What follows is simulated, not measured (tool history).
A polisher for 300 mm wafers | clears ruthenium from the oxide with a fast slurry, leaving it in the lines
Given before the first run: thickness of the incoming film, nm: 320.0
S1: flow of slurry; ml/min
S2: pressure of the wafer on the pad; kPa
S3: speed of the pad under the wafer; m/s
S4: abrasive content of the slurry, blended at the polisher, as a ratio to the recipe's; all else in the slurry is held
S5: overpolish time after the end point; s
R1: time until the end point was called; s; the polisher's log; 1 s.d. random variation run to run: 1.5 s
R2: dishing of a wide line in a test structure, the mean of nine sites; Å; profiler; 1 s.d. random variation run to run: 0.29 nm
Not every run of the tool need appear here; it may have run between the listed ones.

Run 1, hour 0: S1 235 ml/min, S2 15.2 kPa, S3 1 m/s, S4 1, S5 12 s. Result: R1 108.02 s, R2 324.18 Å.
Run 2, hour 2.7: S1 235 ml/min, S2 15.2 kPa, S3 1 m/s, S4 1, S5 10 s. Result: R1 104.34 s, R2 274.12 Å.
Run 3, hour 11.1: S1 235 ml/min, S2 12.4 kPa, S3 1 m/s, S4 1, S5 10 s. Result: R1 128.44 s, R2 227.35 Å.
Run 4, hour 18.9: S1 235 ml/min, S2 9.7 kPa, S3 1 m/s, S4 1, S5 10 s. Result: R1 161.56 s, R2 175.35 Å.
Run 5, hour 19.8: S1 235 ml/min, S2 9.7 kPa, S3 1.12 m/s, S4 1, S5 9 s. Result: R1 152.05 s, R2 172.21 Å.
Run 6, hour 26.8: S1 235 ml/min, S2 9.7 kPa, S3 1.12 m/s, S4 1, S5 6 s. Result: R1 146.86 s, R2 117.16 Å.
Run 7, hour 29.9: S1 235 ml/min, S2 11 kPa, S3 1.16 m/s, S4 0.95, S5 6 s. Result: R1 133.69 s, R2 136.91 Å.
Run 8, hour 31.1: S1 235 ml/min, S2 11 kPa, S3 1.2 m/s, S4 1.05, S5 6 s. Result: R1 121.74 s, R2 148.64 Å.
Run 9, hour 35.3: S1 240 ml/min, S2 11 kPa, S3 1.22 m/s, S4 1.1, S5 6 s. Result: R1 116.23 s, R2 156.08 Å.
Run 10, hour 38.9: S1 220 ml/min, S2 11.7 kPa, S3 1.26 m/s, S4 1.05, S5 6 s. Result: R1 108.21 s, R2 162.25 Å.
Run 11, hour 44.9: S1 220 ml/min, S2 11.7 kPa, S3 1.26 m/s, S4 1.05, S5 6 s. Result: R1 108.23 s, R2 164.38 Å.
Run 12, hour 51.3: S1 200 ml/min, S2 11.7 kPa, S3 1.32 m/s, S4 1, S5 6 s. Result: R1 108.06 s, R2 157.14 Å.

Run 13, settings as shown, results not yet in. Your forecast:
Run 13, hour 56.9: S1 185 ml/min, S2 12.4 kPa, S3 1.38 m/s, S4 0.95, S5 6 s. Result: R1 ?, R2 ?.

{"run 13": {"R1": 98.229, "R2": 165.02}}

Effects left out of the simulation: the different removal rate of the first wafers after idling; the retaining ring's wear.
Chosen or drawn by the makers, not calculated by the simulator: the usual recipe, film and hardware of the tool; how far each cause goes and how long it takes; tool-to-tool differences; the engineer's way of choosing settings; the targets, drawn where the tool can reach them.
